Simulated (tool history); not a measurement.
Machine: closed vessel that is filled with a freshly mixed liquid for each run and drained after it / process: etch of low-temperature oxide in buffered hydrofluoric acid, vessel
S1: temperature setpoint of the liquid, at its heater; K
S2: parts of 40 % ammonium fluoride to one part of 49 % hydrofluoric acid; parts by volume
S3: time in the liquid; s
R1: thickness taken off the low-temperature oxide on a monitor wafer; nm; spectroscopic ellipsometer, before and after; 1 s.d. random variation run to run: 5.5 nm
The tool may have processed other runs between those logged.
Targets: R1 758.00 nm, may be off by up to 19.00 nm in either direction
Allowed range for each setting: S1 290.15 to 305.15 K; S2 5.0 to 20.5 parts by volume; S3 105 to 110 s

run	hour	S1	S2	S3	R1
1	0.0	298.15	12.5	105	502.47
2	1.4	298.15	10.0	105	624.77
3	10.1	298.15	11.5	105	548.54
4	11.6	301.65	11.5	105	658.89
5	13.0	301.65	11.5	105	651.23
6	18.4	301.65	14.5	105	523.53
7	20.7	301.65	14.5	105	522.32
8	27.7	302.65	14.0	105	570.79
9	30.7	303.15	13.5	105	611.29
10	36.9	303.65	13.0	105	646.71
11	42.4	304.15	12.5	105	693.55
12	45.6	304.65	12.5	105	696.98

Which of these 4 next moves meets every target?
A	48.8	304.15	12.5	105	?
B	48.8	304.15	12.0	110	?
C	48.8	301.15	11.5	110	?
D	48.8	305.15	15.5	110	?

move	R1
A	686.80
B	748.75
C	666.44
D	614.15
A: moves away from the targets compared with the last run
B: all results in spec
C: moves away from the targets compared with the last run
D: moves away from the targets compared with the last run
B is the move that brings every result within its allowed miss.

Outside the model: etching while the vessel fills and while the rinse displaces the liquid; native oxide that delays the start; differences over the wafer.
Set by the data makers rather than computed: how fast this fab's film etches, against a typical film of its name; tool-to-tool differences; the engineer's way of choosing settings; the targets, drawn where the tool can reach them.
